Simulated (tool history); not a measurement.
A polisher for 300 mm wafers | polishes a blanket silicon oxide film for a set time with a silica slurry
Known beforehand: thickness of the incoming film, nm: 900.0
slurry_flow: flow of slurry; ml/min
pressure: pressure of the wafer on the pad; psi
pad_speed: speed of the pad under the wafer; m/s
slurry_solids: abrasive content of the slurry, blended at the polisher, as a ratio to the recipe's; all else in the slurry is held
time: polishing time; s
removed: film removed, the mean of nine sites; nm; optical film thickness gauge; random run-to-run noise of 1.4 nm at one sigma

Run 1, hour 0.0: slurry_flow 230 ml/min, pressure 4.1 psi, pad_speed 0.96 m/s, slurry_solids 1.0, time 66 s. Result: removed 161.95 nm.
Run 2, hour 3.1: slurry_flow 230 ml/min, pressure 4.1 psi, pad_speed 0.96 m/s, slurry_solids 1.0, time 69 s. Result: removed 169.16 nm.
Run 3, hour 4.4: slurry_flow 230 ml/min, pressure 4.1 psi, pad_speed 0.96 m/s, slurry_solids 0.8, time 69 s. Result: removed 156.50 nm.
Run 4, hour 11.6: slurry_flow 230 ml/min, pressure 3.8 psi, pad_speed 0.96 m/s, slurry_solids 0.8, time 69 s. Result: removed 147.33 nm.
Run 5, hour 13.8: slurry_flow 230 ml/min, pressure 3.8 psi, pad_speed 1.20 m/s, slurry_solids 0.8, time 69 s. Result: removed 171.60 nm.
Run 6, hour 21.5: slurry_flow 285 ml/min, pressure 3.8 psi, pad_speed 1.20 m/s, slurry_solids 0.8, time 69 s. Result: removed 181.05 nm.
Run 7, hour 24.4: slurry_flow 280 ml/min, pressure 3.4 psi, pad_speed 1.18 m/s, slurry_solids 0.8, time 69 s. Result: removed 158.21 nm.
Run 8, hour 31.6: slurry_flow 280 ml/min, pressure 3.1 psi, pad_speed 1.18 m/s, slurry_solids 0.8, time 69 s. Result: removed 151.08 nm.
Run 9, hour 40.1: slurry_flow 280 ml/min, pressure 2.9 psi, pad_speed 1.16 m/s, slurry_solids 0.8, time 69 s. Result: removed 146.36 nm.
Run 10, hour 48.9: slurry_flow 280 ml/min, pressure 2.7 psi, pad_speed 1.12 m/s, slurry_solids 0.8, time 69 s. Result: removed 134.26 nm.

For run 11, what comes out?
Run 11, hour 54.0: slurry_flow 280 ml/min, pressure 2.5 psi, pad_speed 1.10 m/s, slurry_solids 0.8, time 69 s. Result: removed ?.

removed: 128.12 nm

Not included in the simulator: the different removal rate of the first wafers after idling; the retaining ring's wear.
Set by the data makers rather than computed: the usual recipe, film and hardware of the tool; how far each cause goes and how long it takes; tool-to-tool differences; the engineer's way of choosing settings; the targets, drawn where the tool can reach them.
